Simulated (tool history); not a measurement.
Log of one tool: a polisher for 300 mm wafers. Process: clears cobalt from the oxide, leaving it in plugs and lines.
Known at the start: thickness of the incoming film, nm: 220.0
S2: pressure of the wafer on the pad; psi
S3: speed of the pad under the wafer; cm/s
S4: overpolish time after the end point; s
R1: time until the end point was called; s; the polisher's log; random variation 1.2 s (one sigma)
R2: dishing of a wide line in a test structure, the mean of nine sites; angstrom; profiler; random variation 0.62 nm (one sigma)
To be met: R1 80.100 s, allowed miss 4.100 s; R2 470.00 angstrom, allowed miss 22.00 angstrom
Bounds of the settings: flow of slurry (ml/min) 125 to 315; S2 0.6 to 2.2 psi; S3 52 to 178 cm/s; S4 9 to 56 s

run 1 hour=0.0 | flow_of_slurry_(ml/min)=205 S2=1.4 S3=114 S4=29 | R1=47.505 R2=487.62
run 2 hour=3.7 | flow_of_slurry_(ml/min)=175 S2=1.4 S3=114 S4=29 | R1=48.543 R2=483.92
run 3 hour=5.6 | flow_of_slurry_(ml/min)=175 S2=1.4 S3=114 S4=36 | R1=49.018 R2=490.35
run 4 hour=6.4 | flow_of_slurry_(ml/min)=175 S2=1.4 S3=138 S4=36 | R1=40.535 R2=509.76
run 5 hour=11.5 | flow_of_slurry_(ml/min)=175 S2=1.3 S3=136 S4=37 | R1=44.638 R2=523.49
run 6 hour=14.7 | flow_of_slurry_(ml/min)=175 S2=1.2 S3=134 S4=35 | R1=48.345 R2=512.64
run 7 hour=23.4 | flow_of_slurry_(ml/min)=170 S2=0.8 S3=118 S4=33 | R1=82.402 R2=448.20
run 8 hour=31.0 | flow_of_slurry_(ml/min)=170 S2=0.8 S3=118 S4=34 | R1=80.616 R2=449.45
run 9 hour=32.6 | flow_of_slurry_(ml/min)=170 S2=0.8 S3=118 S4=35 | R1=83.375 R2=452.98
run 10 hour=38.5 | flow_of_slurry_(ml/min)=170 S2=0.9 S3=118 S4=39 | R1=73.527 R2=486.27
run 11 hour=45.6 | flow_of_slurry_(ml/min)=165 S2=0.9 S3=118 S4=38 | R1=73.753 R2=477.02

4 next moves are on the table. One of them brings every result within its allowed miss. Which?
run A hour=52.7 | flow_of_slurry_(ml/min)=135 S2=1.1 S3=116 S4=39 | R1=? R2=?
run B hour=52.7 | flow_of_slurry_(ml/min)=260 S2=0.7 S3=128 S4=41 | R1=? R2=?
run C hour=52.7 | flow_of_slurry_(ml/min)=170 S2=0.8 S3=140 S4=47 | R1=? R2=?
run D hour=52.7 | flow_of_slurry_(ml/min)=175 S2=0.9 S3=118 S4=42 | R1=? R2=?

move=A R1=65.865 R2=492.09
move=B R1=83.838 R2=472.77
move=C R1=72.512 R2=502.35
move=D R1=74.744 R2=488.25
A: further off than the last run
B: meets every target
C: further off than the last run
D: nearer than the last run, and not there yet
Answer: B
